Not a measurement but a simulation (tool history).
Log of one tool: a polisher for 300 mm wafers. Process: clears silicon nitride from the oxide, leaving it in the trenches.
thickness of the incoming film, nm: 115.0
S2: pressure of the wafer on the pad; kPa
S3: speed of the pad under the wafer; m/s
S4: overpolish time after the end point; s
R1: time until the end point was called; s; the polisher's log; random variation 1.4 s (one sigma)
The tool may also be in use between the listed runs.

run 1 hour=0 | flow_of_slurry_(ml/min)=190 S2=13.8 S3=1.1 S4=54 | R1=146.9
run 2 hour=4.4 | flow_of_slurry_(ml/min)=190 S2=12.4 S3=1.1 S4=54 | R1=161.53
run 3 hour=10.2 | flow_of_slurry_(ml/min)=190 S2=13.8 S3=1.14 S4=54 | R1=143.35
run 4 hour=17.3 | flow_of_slurry_(ml/min)=225 S2=13.8 S3=1.14 S4=54 | R1=138.93
run 5 hour=25 | flow_of_slurry_(ml/min)=225 S2=15.2 S3=1.18 S4=54 | R1=117.97
run 6 hour=30.3 | flow_of_slurry_(ml/min)=225 S2=15.9 S3=1.2 S4=54 | R1=118.02
run 7 hour=39.3 | flow_of_slurry_(ml/min)=225 S2=16.5 S3=1.24 S4=54 | R1=108.07

Run 8 comes next. What will it give?
run 8 hour=48.2 | flow_of_slurry_(ml/min)=225 S2=20.7 S3=1.32 S4=54 | R1=?

R1: 79.319 s
